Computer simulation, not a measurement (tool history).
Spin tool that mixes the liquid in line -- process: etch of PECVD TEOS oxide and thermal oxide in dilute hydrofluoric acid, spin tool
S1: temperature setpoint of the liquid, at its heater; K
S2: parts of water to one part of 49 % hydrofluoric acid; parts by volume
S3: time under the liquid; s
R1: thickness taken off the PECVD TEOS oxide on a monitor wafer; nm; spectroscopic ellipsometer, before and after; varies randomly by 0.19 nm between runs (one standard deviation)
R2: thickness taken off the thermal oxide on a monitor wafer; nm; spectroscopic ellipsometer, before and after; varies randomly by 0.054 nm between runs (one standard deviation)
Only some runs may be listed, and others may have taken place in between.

run 1 day=0 | S1=293.15 S2=70 S3=175 | R1=33.867 R2=11.965
run 2 day=0.329 | S1=293.15 S2=90 S3=175 | R1=26.124 R2=9.0683
run 3 day=0.429 | S1=291.15 S2=90 S3=175 | R1=23.911 R2=8.3655
run 4 day=0.479 | S1=291.15 S2=90 S3=100 | R1=13.722 R2=4.7797
run 5 day=0.562 | S1=291.15 S2=90 S3=130 | R1=17.839 R2=6.2028
run 6 day=0.621 | S1=290.15 S2=90 S3=130 | R1=17.042 R2=5.9489
run 7 day=0.9 | S1=293.15 S2=80 S3=130 | R1=21.853 R2=7.6876
run 8 day=0.983 | S1=295.65 S2=75 S3=130 | R1=26.132 R2=9.1464
run 9 day=1.221 | S1=297.15 S2=70 S3=130 | R1=30.006 R2=10.512
run 10 day=1.267 | S1=298.15 S2=70 S3=130 | R1=31.061 R2=10.888

For run 11, what comes out?
run 11 day=1.346 | S1=299.15 S2=70 S3=130 | R1=? R2=?

R1: 32.37 nm
R2: 11.317 nm

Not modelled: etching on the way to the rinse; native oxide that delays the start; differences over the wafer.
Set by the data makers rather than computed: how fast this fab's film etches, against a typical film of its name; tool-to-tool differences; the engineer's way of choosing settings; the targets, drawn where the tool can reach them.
